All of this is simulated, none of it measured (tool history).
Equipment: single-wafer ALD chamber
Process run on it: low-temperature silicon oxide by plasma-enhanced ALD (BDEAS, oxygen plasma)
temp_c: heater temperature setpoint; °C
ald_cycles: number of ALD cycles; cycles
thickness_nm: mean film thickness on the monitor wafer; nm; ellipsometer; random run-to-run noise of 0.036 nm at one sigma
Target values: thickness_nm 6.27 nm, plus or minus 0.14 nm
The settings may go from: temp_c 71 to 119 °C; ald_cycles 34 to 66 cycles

Run 1, hour 0: temp_c 95 °C, ald_cycles 50 cycles. Result: thickness_nm 7.3827 nm.
Run 2, hour 7.9: temp_c 104 °C, ald_cycles 50 cycles. Result: thickness_nm 7.1081 nm.
Run 3, hour 14.1: temp_c 96 °C, ald_cycles 50 cycles. Result: thickness_nm 7.2994 nm.
Run 4, hour 22.5: temp_c 98 °C, ald_cycles 49 cycles. Result: thickness_nm 7.1757 nm.
Run 5, hour 28.4: temp_c 94 °C, ald_cycles 49 cycles. Result: thickness_nm 7.2052 nm.
Run 6, hour 33.9: temp_c 94 °C, ald_cycles 54 cycles. Result: thickness_nm 7.9425 nm.
Run 7, hour 36.6: temp_c 97 °C, ald_cycles 52 cycles. Result: thickness_nm 7.6056 nm.
At hour 43: thermocouple changed; heater temperature recalibrated.
Run 8, hour 43: temp_c 99 °C, ald_cycles 50 cycles. Result: thickness_nm 7.1226 nm.
Run 9, hour 48.1: temp_c 102 °C, ald_cycles 50 cycles. Result: thickness_nm 7.0712 nm.
Run 10, hour 50.4: temp_c 105 °C, ald_cycles 49 cycles. Result: thickness_nm 6.9559 nm.
Run 11, hour 53.8: temp_c 106 °C, ald_cycles 48 cycles. Result: thickness_nm 6.7175 nm.
Run 12, hour 55.3: temp_c 108 °C, ald_cycles 48 cycles. Result: thickness_nm 6.6654 nm.
Run 13, hour 63.5: temp_c 109 °C, ald_cycles 48 cycles. Result: thickness_nm 6.725 nm.
Run 14, hour 68.4: temp_c 110 °C, ald_cycles 47 cycles. Result: thickness_nm 6.5841 nm.
Run 15, hour 74.7: temp_c 111 °C, ald_cycles 47 cycles. Result: thickness_nm 6.53 nm.

Pick the move, out of 4, that brings all results within their allowed miss; only one does.
Run A, hour 81: temp_c 111 °C, ald_cycles 48 cycles. Result: thickness_nm ?.
Run B, hour 81: temp_c 108 °C, ald_cycles 49 cycles. Result: thickness_nm ?.
Run C, hour 81: temp_c 117 °C, ald_cycles 46 cycles. Result: thickness_nm ?.
Run D, hour 81: temp_c 114 °C, ald_cycles 47 cycles. Result: thickness_nm ?.

move  thickness_nm
   A        6.7145
   B        6.8913
   C        6.3656
   D        6.5393
A: lands further from the targets than the last run did
B: lands further from the targets than the last run did
C: all results land within tolerance of their targets
D: no better and no worse than the last run
The move that meets every target is C.

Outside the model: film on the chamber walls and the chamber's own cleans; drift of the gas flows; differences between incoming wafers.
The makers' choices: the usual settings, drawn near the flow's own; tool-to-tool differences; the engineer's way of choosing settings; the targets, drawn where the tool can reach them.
